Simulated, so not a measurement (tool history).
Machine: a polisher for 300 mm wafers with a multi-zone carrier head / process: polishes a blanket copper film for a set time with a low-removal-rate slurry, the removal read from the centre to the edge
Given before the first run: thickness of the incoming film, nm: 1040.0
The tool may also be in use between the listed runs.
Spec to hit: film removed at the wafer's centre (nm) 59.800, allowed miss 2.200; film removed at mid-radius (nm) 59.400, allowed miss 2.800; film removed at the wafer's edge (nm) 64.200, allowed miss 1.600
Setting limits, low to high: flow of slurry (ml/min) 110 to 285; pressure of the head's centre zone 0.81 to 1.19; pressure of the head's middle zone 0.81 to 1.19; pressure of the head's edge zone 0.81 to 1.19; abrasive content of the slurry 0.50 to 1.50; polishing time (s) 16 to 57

| run | hour | flow of slurry (ml/min) | pressure of the head's centre zone | pressure of the head's middle zone | pressure of the head's edge zone | abrasive content of the slurry | polishing time (s) | film removed at the wafer's centre (nm) | film removed at mid-radius (nm) | film removed at the wafer's edge (nm) |
|---|---|---|---|---|---|---|---|---|---|---|
| 1 | 0.0 | 180 | 1.00 | 1.00 | 1.00 | 1.00 | 36 | 47.908 | 48.992 | 49.293 |
| 2 | 6.5 | 195 | 1.01 | 1.00 | 1.06 | 1.15 | 37 | 52.035 | 53.637 | 54.236 |
| 3 | 9.5 | 195 | 1.01 | 1.00 | 0.98 | 1.15 | 37 | 53.594 | 53.279 | 52.885 |
| 4 | 18.3 | 195 | 1.01 | 1.00 | 0.98 | 1.05 | 37 | 51.623 | 53.175 | 51.328 |
| 5 | 19.6 | 210 | 1.01 | 0.99 | 1.04 | 1.20 | 37 | 53.349 | 54.368 | 54.992 |
| 6 | 23.8 | 210 | 1.01 | 0.99 | 1.12 | 1.20 | 37 | 52.962 | 54.074 | 55.374 |
| 7 | 29.0 | 210 | 1.01 | 0.99 | 1.12 | 1.20 | 37 | 53.267 | 53.388 | 55.393 |
| 8 | 33.5 | 215 | 1.00 | 0.98 | 1.13 | 1.30 | 38 | 54.504 | 56.415 | 58.400 |
| 9 | 37.9 | 225 | 1.01 | 0.96 | 1.15 | 1.35 | 38 | 55.930 | 55.752 | 59.923 |
| 10 | 44.7 | 235 | 1.01 | 0.96 | 1.16 | 1.40 | 38 | 57.204 | 56.793 | 61.227 |
| 11 | 45.3 | 265 | 1.01 | 0.97 | 1.19 | 1.45 | 38 | 59.998 | 59.656 | 62.625 |

Consider the 5 candidate settings below. Which is the only one whose results all fall within their allowed miss of target?
| A | 45.9 | 285 | 0.99 | 1.03 | 1.16 | 1.45 | 37 | ? | ? | ? |
| B | 45.9 | 285 | 0.99 | 0.99 | 1.11 | 1.50 | 38 | ? | ? | ? |
| C | 45.9 | 240 | 1.04 | 0.95 | 1.08 | 1.10 | 41 | ? | ? | ? |
| D | 45.9 | 205 | 1.02 | 0.99 | 1.17 | 1.30 | 41 | ? | ? | ? |
| E | 45.9 | 280 | 1.01 | 1.01 | 1.16 | 1.40 | 38 | ? | ? | ? |

| move | film removed at the wafer's centre (nm) | film removed at mid-radius (nm) | film removed at the wafer's edge (nm) |
|---|---|---|---|
| A | 57.658 | 59.132 | 61.228 |
| B | 59.641 | 59.171 | 62.314 |
| C | 61.425 | 56.721 | 61.501 |
| D | 61.530 | 59.833 | 64.871 |
| E | 59.584 | 59.173 | 62.343 |
A: misses by more than the last run did
B: misses by more than the last run did
C: misses by more than the last run did
D: hits every target within its allowed miss
E: misses by more than the last run did
D is the move that brings every result within its allowed miss.
